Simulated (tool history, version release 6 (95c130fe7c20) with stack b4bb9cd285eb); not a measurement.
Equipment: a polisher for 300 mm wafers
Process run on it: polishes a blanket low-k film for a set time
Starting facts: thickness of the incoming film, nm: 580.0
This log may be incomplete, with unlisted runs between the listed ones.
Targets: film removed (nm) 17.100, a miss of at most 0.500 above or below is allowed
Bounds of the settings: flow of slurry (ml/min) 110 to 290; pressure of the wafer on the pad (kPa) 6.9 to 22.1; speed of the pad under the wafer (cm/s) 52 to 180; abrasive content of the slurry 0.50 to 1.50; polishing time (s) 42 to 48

run  hour  flow of slurry (ml/min)  pressure of the wafer on the pad (kPa)  speed of the pad under the wafer (cm/s)  abrasive content of the slurry  polishing time (s)  film removed (nm)
  1   0.0                      185                                    14.5                                      116                            1.00                  48             22.135
  2   7.5                      180                                    13.8                                      116                            1.00                  48             21.347
  3  14.6                      180                                    13.8                                      116                            0.85                  48             19.204
  4  15.3                      180                                    13.8                                      116                            1.00                  48             21.299
  5  18.5                      150                                    13.8                                      116                            1.00                  48             20.471
  6  21.1                      150                                    13.8                                      116                            1.15                  48             22.017
  7  23.2                      145                                    13.1                                      116                            1.15                  48             20.949
  8  29.2                      140                                    12.4                                      116                            1.15                  48             19.682
  9  34.3                      135                                    11.7                                      116                            1.15                  48             18.577
 10  40.1                      130                                    11.7                                      116                            1.15                  48             18.201
 11  44.6                      125                                    11.7                                      116                            1.15                  48             18.147

Which of these 5 next moves meets every target?
  A  49.1                      115                                     9.7                                      160                            1.05                  48                  ?
  B  49.1                      155                                    11.7                                      104                            1.10                  45                  ?
  C  49.1                      115                                    11.0                                      106                            1.15                  48                  ?
  D  49.1                      135                                    11.0                                      108                            1.10                  48                  ?
  E  49.1                      155                                    13.1                                       82                            1.45                  46                  ?

move  film removed (nm)
   A             18.027
   B             15.830
   C             15.437
   D             15.950
   E             16.875
A: gains on the last run, yet a result remains outside its allowed miss
B: moves the result that the last run missed by most past its target, out the other side
C: moves the result that the last run missed by most past its target, out the other side
D: moves the result that the last run missed by most past its target, out the other side
E: all results land within tolerance of their targets
Answer: E

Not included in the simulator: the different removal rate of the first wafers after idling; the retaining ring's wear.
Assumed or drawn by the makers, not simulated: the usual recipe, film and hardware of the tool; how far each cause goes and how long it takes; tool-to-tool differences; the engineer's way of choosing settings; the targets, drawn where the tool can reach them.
